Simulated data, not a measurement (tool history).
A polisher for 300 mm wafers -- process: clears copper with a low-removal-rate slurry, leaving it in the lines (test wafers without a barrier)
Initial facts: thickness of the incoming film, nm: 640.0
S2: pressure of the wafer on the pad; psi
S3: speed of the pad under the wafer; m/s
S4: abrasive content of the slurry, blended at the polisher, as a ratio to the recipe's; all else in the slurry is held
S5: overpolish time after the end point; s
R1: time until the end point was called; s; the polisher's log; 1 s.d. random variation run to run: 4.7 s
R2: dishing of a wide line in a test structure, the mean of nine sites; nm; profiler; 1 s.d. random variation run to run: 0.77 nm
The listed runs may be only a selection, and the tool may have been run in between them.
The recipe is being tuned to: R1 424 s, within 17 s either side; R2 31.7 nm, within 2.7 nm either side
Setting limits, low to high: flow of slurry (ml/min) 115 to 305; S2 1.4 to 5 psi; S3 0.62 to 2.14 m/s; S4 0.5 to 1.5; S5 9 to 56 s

Run 1, day 0: flow of slurry (ml/min) 195, S2 3.2 psi, S3 1.38 m/s, S4 1, S5 29 s. Result: R1 148.46 s, R2 65.589 nm.
Run 2, day 0.217: flow of slurry (ml/min) 180, S2 3.2 psi, S3 1.38 m/s, S4 1, S5 29 s. Result: R1 147.3 s, R2 64.789 nm.
Run 3, day 0.512: flow of slurry (ml/min) 180, S2 3.8 psi, S3 1.38 m/s, S4 1, S5 29 s. Result: R1 123.59 s, R2 77.084 nm.
Run 4, day 0.7: flow of slurry (ml/min) 180, S2 3.4 psi, S3 1.26 m/s, S4 1, S5 30 s. Result: R1 150.14 s, R2 69.351 nm.
Run 5, day 0.746: flow of slurry (ml/min) 205, S2 3.4 psi, S3 1.26 m/s, S4 1, S5 30 s. Result: R1 146.62 s, R2 68.244 nm.
Run 6, day 1.008: flow of slurry (ml/min) 200, S2 3 psi, S3 1.14 m/s, S4 1, S5 30 s. Result: R1 183.83 s, R2 56.82 nm.
Run 7, day 1.321: flow of slurry (ml/min) 195, S2 2.7 psi, S3 1.06 m/s, S4 1, S5 31 s. Result: R1 216.66 s, R2 50.861 nm.
Run 8, day 1.533: flow of slurry (ml/min) 190, S2 2.5 psi, S3 1 m/s, S4 1, S5 32 s. Result: R1 251.55 s, R2 48.316 nm.
Run 9, day 1.808: flow of slurry (ml/min) 185, S2 2.3 psi, S3 0.98 m/s, S4 1, S5 32 s. Result: R1 275.54 s, R2 45.825 nm.
Run 10, day 2.029: flow of slurry (ml/min) 180, S2 2.1 psi, S3 0.96 m/s, S4 1, S5 31 s. Result: R1 308 s, R2 38.249 nm.
Run 11, day 2.162: flow of slurry (ml/min) 170, S2 2 psi, S3 0.96 m/s, S4 1, S5 32 s. Result: R1 332.01 s, R2 38.08 nm.
Run 12, day 2.325: flow of slurry (ml/min) 160, S2 1.9 psi, S3 0.96 m/s, S4 1, S5 32 s. Result: R1 341.47 s, R2 35.846 nm.
Run 13, day 2.517: flow of slurry (ml/min) 155, S2 1.8 psi, S3 0.96 m/s, S4 1, S5 33 s. Result: R1 354.99 s, R2 34.31 nm.
Run 14, day 2.788: flow of slurry (ml/min) 150, S2 1.7 psi, S3 0.96 m/s, S4 1, S5 34 s. Result: R1 388.09 s, R2 35.292 nm.
Run 15, day 2.954: flow of slurry (ml/min) 145, S2 1.7 psi, S3 0.96 m/s, S4 1, S5 34 s. Result: R1 392.03 s, R2 34.563 nm.
Run 16, day 3.058: flow of slurry (ml/min) 140, S2 1.7 psi, S3 0.96 m/s, S4 1, S5 34 s. Result: R1 393.32 s, R2 33.373 nm.
Run 17, day 3.383: flow of slurry (ml/min) 135, S2 1.7 psi, S3 0.96 m/s, S4 1, S5 34 s. Result: R1 387.59 s, R2 34.157 nm.

Which of these 5 next moves meets every target?
Run A, day 3.708: flow of slurry (ml/min) 145, S2 2.1 psi, S3 0.84 m/s, S4 1, S5 30 s. Result: R1 ?, R2 ?.
Run B, day 3.708: flow of slurry (ml/min) 245, S2 1.6 psi, S3 1.08 m/s, S4 1.05, S5 30 s. Result: R1 ?, R2 ?.
Run C, day 3.708: flow of slurry (ml/min) 130, S2 1.6 psi, S3 1.04 m/s, S4 1, S5 33 s. Result: R1 ?, R2 ?.
Run D, day 3.708: flow of slurry (ml/min) 125, S2 1.6 psi, S3 0.9 m/s, S4 1.1, S5 34 s. Result: R1 ?, R2 ?.
Run E, day 3.708: flow of slurry (ml/min) 175, S2 1.7 psi, S3 1.04 m/s, S4 1, S5 35 s. Result: R1 ?, R2 ?.

move      R1      R2
   A  355.92  33.469
   B   342.6  33.709
   C  386.51  33.036
   D  428.71  31.126
   E  352.04  37.474
A: lands further from the targets than the last run did
B: lands further from the targets than the last run did
C: as far off as the last run
D: every result within its allowed miss
E: lands further from the targets than the last run did
D is the move that brings every result within its allowed miss.
